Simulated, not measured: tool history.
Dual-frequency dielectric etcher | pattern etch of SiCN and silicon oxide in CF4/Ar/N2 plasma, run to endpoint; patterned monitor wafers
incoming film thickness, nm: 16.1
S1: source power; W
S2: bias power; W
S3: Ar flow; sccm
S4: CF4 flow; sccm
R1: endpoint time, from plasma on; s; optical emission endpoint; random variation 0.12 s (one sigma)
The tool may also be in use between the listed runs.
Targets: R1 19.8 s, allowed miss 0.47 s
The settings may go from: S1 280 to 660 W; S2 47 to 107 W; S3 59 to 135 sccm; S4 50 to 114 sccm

{"run": 1, "day": 0.0, "S1": 470, "S2": 77, "S3": 97, "S4": 82, "R1": 15.79}
{"run": 2, "day": 0.162, "S1": 430, "S2": 76, "S3": 97, "S4": 82, "R1": 16.922}
{"run": 3, "day": 0.317, "S1": 490, "S2": 76, "S3": 97, "S4": 82, "R1": 15.361}
{"run": 4, "day": 0.642, "S1": 490, "S2": 76, "S3": 97, "S4": 91, "R1": 15.033}
{"run": 5, "day": 0.867, "S1": 530, "S2": 76, "S3": 97, "S4": 91, "R1": 14.193}
{"run": 6, "day": 0.958, "S1": 530, "S2": 76, "S3": 97, "S4": 79, "R1": 14.483}
{"run": 7, "day": 1.129, "S1": 430, "S2": 72, "S3": 98, "S4": 78, "R1": 17.598}
{"run": 8, "day": 1.208, "S1": 410, "S2": 72, "S3": 98, "S4": 78, "R1": 18.201}
{"run": 9, "day": 1.571, "S1": 400, "S2": 72, "S3": 98, "S4": 78, "R1": 18.627}
{"run": 10, "day": 1.633, "S1": 390, "S2": 72, "S3": 98, "S4": 78, "R1": 18.871}
{"run": 11, "day": 1.704, "S1": 380, "S2": 72, "S3": 98, "S4": 78, "R1": 19.191}

Which of these 5 next moves meets every target?
{"run": "A", "day": 1.775, "S1": 330, "S2": 70, "S3": 85, "S4": 98, "R1": "?"}
{"run": "B", "day": 1.775, "S1": 370, "S2": 69, "S3": 99, "S4": 81, "R1": "?"}
{"run": "C", "day": 1.775, "S1": 410, "S2": 66, "S3": 88, "S4": 78, "R1": "?"}
{"run": "D", "day": 1.775, "S1": 420, "S2": 69, "S3": 106, "S4": 76, "R1": "?"}
{"run": "E", "day": 1.775, "S1": 370, "S2": 95, "S3": 114, "S4": 68, "R1": "?"}

move=A R1=20.666
move=B R1=19.95
move=C R1=18.451
move=D R1=18.443
move=E R1=18.645
A: takes the result that was furthest off past its target
B: meets every target
C: further off than the last run
D: further off than the last run
E: further off than the last run
Move B is the one to make.
